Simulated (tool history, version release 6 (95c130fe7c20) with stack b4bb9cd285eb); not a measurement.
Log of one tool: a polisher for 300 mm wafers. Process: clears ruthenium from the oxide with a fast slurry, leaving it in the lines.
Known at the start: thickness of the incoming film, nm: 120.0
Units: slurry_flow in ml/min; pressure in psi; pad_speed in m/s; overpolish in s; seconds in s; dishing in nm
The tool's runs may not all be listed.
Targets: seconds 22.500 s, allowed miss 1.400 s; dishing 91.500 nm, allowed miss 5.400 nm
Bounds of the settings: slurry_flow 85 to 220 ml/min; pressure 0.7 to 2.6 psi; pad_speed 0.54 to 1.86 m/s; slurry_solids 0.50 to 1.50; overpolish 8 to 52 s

| run | hour | slurry_flow | pressure | pad_speed | slurry_solids | overpolish | seconds | dishing |
|---|---|---|---|---|---|---|---|---|
| 1 | 0.0 | 140 | 1.6 | 1.18 | 1.00 | 26 | 44.669 | 56.025 |
| 2 | 3.8 | 145 | 1.8 | 1.20 | 1.00 | 25 | 37.867 | 62.850 |
| 3 | 8.3 | 150 | 2.0 | 1.20 | 1.00 | 24 | 33.717 | 65.038 |
| 4 | 15.6 | 150 | 2.1 | 1.20 | 1.00 | 24 | 31.754 | 67.868 |
| 5 | 23.9 | 150 | 2.1 | 1.40 | 1.00 | 24 | 28.278 | 74.471 |
| 6 | 25.7 | 150 | 2.2 | 1.40 | 1.00 | 24 | 26.376 | 81.230 |
| 7 | 28.9 | 150 | 2.3 | 1.40 | 1.00 | 24 | 25.784 | 82.927 |
| 8 | 31.4 | 155 | 2.3 | 1.40 | 1.00 | 24 | 25.553 | 85.288 |
| 9 | 35.9 | 155 | 2.4 | 1.40 | 1.00 | 24 | 24.357 | 85.195 |

Which of these 4 next moves meets every target?
| A | 40.4 | 160 | 2.4 | 1.52 | 1.00 | 24 | ? | ? |
| B | 40.4 | 145 | 2.3 | 1.34 | 0.90 | 25 | ? | ? |
| C | 40.4 | 165 | 1.9 | 1.62 | 1.05 | 22 | ? | ? |
| D | 40.4 | 170 | 2.6 | 1.68 | 0.95 | 20 | ? | ? |

| move | seconds | dishing |
|---|---|---|
| A | 22.420 | 92.337 |
| B | 28.081 | 80.126 |
| C | 25.834 | 77.352 |
| D | 19.023 | 91.097 |
A: meets every target
B: further off than the last run
C: further off than the last run
D: takes the result that was furthest off past its target
Answer: A
